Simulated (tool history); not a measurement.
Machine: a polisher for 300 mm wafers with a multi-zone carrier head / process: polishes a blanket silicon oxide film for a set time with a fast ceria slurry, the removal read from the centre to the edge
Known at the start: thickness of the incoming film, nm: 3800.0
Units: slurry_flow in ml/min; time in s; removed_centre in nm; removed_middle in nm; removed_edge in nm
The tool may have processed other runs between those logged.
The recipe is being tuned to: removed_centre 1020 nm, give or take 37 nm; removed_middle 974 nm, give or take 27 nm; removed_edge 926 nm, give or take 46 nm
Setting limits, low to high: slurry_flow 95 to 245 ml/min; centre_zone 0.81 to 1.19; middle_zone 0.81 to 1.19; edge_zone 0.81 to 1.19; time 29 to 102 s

Run 1, hour 0: slurry_flow 155 ml/min, centre_zone 1, middle_zone 1, edge_zone 1, time 65 s. Result: removed_centre 1534.9 nm, removed_middle 1524.7 nm, removed_edge 1526.4 nm.
Run 2, hour 5.1: slurry_flow 155 ml/min, centre_zone 1, middle_zone 1, edge_zone 1.08, time 65 s. Result: removed_centre 1503.4 nm, removed_middle 1536.9 nm, removed_edge 1615.1 nm.
Run 3, hour 8.1: slurry_flow 155 ml/min, centre_zone 0.99, middle_zone 0.99, edge_zone 1.05, time 62 s. Result: removed_centre 1444.7 nm, removed_middle 1431.5 nm, removed_edge 1506.7 nm.
Run 4, hour 10: slurry_flow 155 ml/min, centre_zone 0.99, middle_zone 0.99, edge_zone 1.05, time 47 s. Result: removed_centre 1108.3 nm, removed_middle 1092.2 nm, removed_edge 1147.4 nm.
Run 5, hour 10.6: slurry_flow 150 ml/min, centre_zone 0.99, middle_zone 0.99, edge_zone 1.02, time 47 s. Result: removed_centre 1088.5 nm, removed_middle 1080.3 nm, removed_edge 1138.3 nm.
Run 6, hour 18: slurry_flow 150 ml/min, centre_zone 0.99, middle_zone 0.92, edge_zone 1.02, time 47 s. Result: removed_centre 1094.4 nm, removed_middle 1055.7 nm, removed_edge 1161.9 nm.
Run 7, hour 26.5: slurry_flow 145 ml/min, centre_zone 0.99, middle_zone 0.93, edge_zone 1, time 46 s. Result: removed_centre 1055.4 nm, removed_middle 1021 nm, removed_edge 1092.5 nm.
Run 8, hour 35.4: slurry_flow 145 ml/min, centre_zone 0.99, middle_zone 0.93, edge_zone 1, time 46 s. Result: removed_centre 1081 nm, removed_middle 1019.4 nm, removed_edge 1092 nm.
Run 9, hour 40.9: slurry_flow 140 ml/min, centre_zone 0.99, middle_zone 0.94, edge_zone 0.98, time 46 s. Result: removed_centre 1039.2 nm, removed_middle 1012.1 nm, removed_edge 1074.9 nm.
Run 10, hour 44: slurry_flow 140 ml/min, centre_zone 1, middle_zone 0.95, edge_zone 0.96, time 46 s. Result: removed_centre 1065.3 nm, removed_middle 1021.5 nm, removed_edge 1083.6 nm.
Run 11, hour 50.6: slurry_flow 140 ml/min, centre_zone 1.01, middle_zone 0.96, edge_zone 0.94, time 45 s. Result: removed_centre 1050.4 nm, removed_middle 1009.7 nm, removed_edge 1046.3 nm.
Run 12, hour 56.4: slurry_flow 140 ml/min, centre_zone 1.02, middle_zone 0.97, edge_zone 0.92, time 45 s. Result: removed_centre 1059.8 nm, removed_middle 1027.8 nm, removed_edge 1028 nm.
Run 13, hour 60.4: slurry_flow 135 ml/min, centre_zone 1.02, middle_zone 0.97, edge_zone 0.91, time 45 s. Result: removed_centre 1049.9 nm, removed_middle 1006.5 nm, removed_edge 1023 nm.
Run 14, hour 65.3: slurry_flow 135 ml/min, centre_zone 1.02, middle_zone 0.97, edge_zone 0.9, time 45 s. Result: removed_centre 1065.2 nm, removed_middle 1005.1 nm, removed_edge 999.02 nm.
Run 15, hour 67.1: slurry_flow 130 ml/min, centre_zone 1.02, middle_zone 0.97, edge_zone 0.89, time 45 s. Result: removed_centre 1038.8 nm, removed_middle 1002 nm, removed_edge 1010 nm.
Run 16, hour 74.2: slurry_flow 130 ml/min, centre_zone 1.02, middle_zone 0.97, edge_zone 0.88, time 45 s. Result: removed_centre 1048.9 nm, removed_middle 1014.6 nm, removed_edge 982.84 nm.
Run 17, hour 79.9: slurry_flow 125 ml/min, centre_zone 1.02, middle_zone 0.97, edge_zone 0.87, time 45 s. Result: removed_centre 1034.1 nm, removed_middle 1000 nm, removed_edge 976.88 nm.
Run 18, hour 85.2: slurry_flow 125 ml/min, centre_zone 1.02, middle_zone 0.97, edge_zone 0.86, time 45 s. Result: removed_centre 1029.8 nm, removed_middle 988.99 nm, removed_edge 978.81 nm.
Run 19, hour 91.2: slurry_flow 125 ml/min, centre_zone 1.02, middle_zone 0.97, edge_zone 0.85, time 45 s. Result: removed_centre 1036.5 nm, removed_middle 1005.5 nm, removed_edge 973.33 nm.
Run 20, hour 98.1: slurry_flow 125 ml/min, centre_zone 1.02, middle_zone 0.97, edge_zone 0.84, time 45 s. Result: removed_centre 1034 nm, removed_middle 997.58 nm, removed_edge 990.78 nm.

Below are 5 possible settings for the next run. Only one of them brings all results inside the allowed miss of their targets. Which is it?
Run A, hour 105: slurry_flow 135 ml/min, centre_zone 0.92, middle_zone 0.81, edge_zone 0.88, time 47 s. Result: removed_centre ?, removed_middle ?, removed_edge ?.
Run B, hour 105: slurry_flow 135 ml/min, centre_zone 0.97, middle_zone 0.91, edge_zone 0.85, time 48 s. Result: removed_centre ?, removed_middle ?, removed_edge ?.
Run C, hour 105: slurry_flow 110 ml/min, centre_zone 1.04, middle_zone 0.98, edge_zone 0.81, time 45 s. Result: removed_centre ?, removed_middle ?, removed_edge ?.
Run D, hour 105: slurry_flow 130 ml/min, centre_zone 0.99, middle_zone 0.81, edge_zone 0.82, time 48 s. Result: removed_centre ?, removed_middle ?, removed_edge ?.
Run E, hour 105: slurry_flow 130 ml/min, centre_zone 1.12, middle_zone 1, edge_zone 0.84, time 43 s. Result: removed_centre ?, removed_middle ?, removed_edge ?.

move  removed_centre  removed_middle  removed_edge
   A          995.04          957.87        1051.7
   B          1072.5          1050.3        1056.3
   C          1032.5          992.74        942.92
   D          1085.8          971.41        1035.8
   E          1102.6           991.7        935.96
A: lands further from the targets than the last run did
B: lands further from the targets than the last run did
C: all results land within tolerance of their targets
D: lands further from the targets than the last run did
E: brings the last run's worst result on target, with another outside its allowed miss
C is the move that brings every result within its allowed miss.

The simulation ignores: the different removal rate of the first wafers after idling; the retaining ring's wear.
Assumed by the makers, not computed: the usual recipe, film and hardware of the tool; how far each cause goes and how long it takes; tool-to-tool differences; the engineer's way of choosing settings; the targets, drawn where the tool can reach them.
